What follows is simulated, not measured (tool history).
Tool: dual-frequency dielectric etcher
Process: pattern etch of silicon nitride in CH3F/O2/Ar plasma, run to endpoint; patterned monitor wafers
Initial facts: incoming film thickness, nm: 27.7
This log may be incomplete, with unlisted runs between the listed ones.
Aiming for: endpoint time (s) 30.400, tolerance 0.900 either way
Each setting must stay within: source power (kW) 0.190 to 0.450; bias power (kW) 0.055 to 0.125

run  hour  source power (kW)  bias power (kW)  endpoint time (s)
  1   0.0              0.320            0.090             37.272
  2   8.5              0.330            0.092             37.086
  3  17.3              0.340            0.096             35.451
  4  23.1              0.340            0.083             37.813
  5  24.4              0.340            0.090             36.107
  6  25.8              0.340            0.082             37.988
  7  30.0              0.400            0.100             33.020
  8  33.6              0.400            0.101             32.527
  9  35.1              0.400            0.102             32.612
 10  37.7              0.400            0.103             32.820
 11  46.3              0.400            0.103             32.778
 12  51.5              0.400            0.104             32.217
 13  57.5              0.400            0.105             31.924
 14  61.1              0.420            0.108             31.754

Which of these 5 next moves meets every target?
  A  64.7              0.400            0.099                  ?
  B  64.7              0.440            0.095                  ?
  C  64.7              0.370            0.125                  ?
  D  64.7              0.410            0.097                  ?
  E  64.7              0.410            0.088                  ?

move  endpoint time (s)
   A             32.844
   B             32.471
   C             30.272
   D             32.893
   E             34.371
A: further off than the last run
B: further off than the last run
C: every result lands within tolerance
D: further off than the last run
E: further off than the last run
Go with C: it meets all targets.

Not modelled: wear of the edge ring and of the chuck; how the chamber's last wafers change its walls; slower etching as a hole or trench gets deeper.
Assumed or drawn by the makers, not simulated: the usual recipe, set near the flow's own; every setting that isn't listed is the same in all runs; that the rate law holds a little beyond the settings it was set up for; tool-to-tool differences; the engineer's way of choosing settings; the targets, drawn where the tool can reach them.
